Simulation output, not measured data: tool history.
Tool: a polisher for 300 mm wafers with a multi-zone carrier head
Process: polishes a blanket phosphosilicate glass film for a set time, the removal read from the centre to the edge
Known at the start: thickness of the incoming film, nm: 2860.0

run  hour  flow of slurry (ml/min)  pressure of the head's centre zone  pressure of the head's middle zone  pressure of the head's edge zone  abrasive content of the slurry  polishing time (s)  film removed at the wafer's centre (angstrom)  film removed at mid-radius (angstrom)  film removed at the wafer's edge (angstrom)
  1     0                      235                                   1                                   1                                 1                               1                  77                                         7711.2                                 7798.9                                       7798.9
  2   4.7                      235                                   1                                   1                                 1                               1                  58                                           5770                                 5906.8                                       5713.6
  3  11.2                      235                                   1                                   1                                 1                               1                  69                                         6851.9                                 7182.5                                       7005.8
  4  15.7                      225                                0.95                                0.96                              1.02                            0.95                  69                                         6266.3                                   6521                                       6578.7
  5  23.9                      225                                0.95                                0.96                              1.02                            0.95                  56                                         5054.8                                 5279.6                                       5430.4
  6  27.7                      205                                0.95                                0.96                              1.02                            0.95                  56                                         4952.2                                 5196.2                                       5426.4
  7  33.7                      190                                0.94                                0.96                              1.05                               1                  56                                           4934                                 5286.4                                       5615.1
  8    41                      175                                0.93                                0.96                              1.08                            1.05                  56                                         4989.6                                 5392.8                                       5962.8

Run 9 comes next. What will it give?
  9  46.9                      170                                0.92                                0.96                               1.1                            1.05                  56                                              ?                                      ?                                            ?

{"run 9": {"film removed at the wafer's centre (angstrom)": 4963.5, "film removed at mid-radius (angstrom)": 5412.1, "film removed at the wafer's edge (angstrom)": 5827.3}}
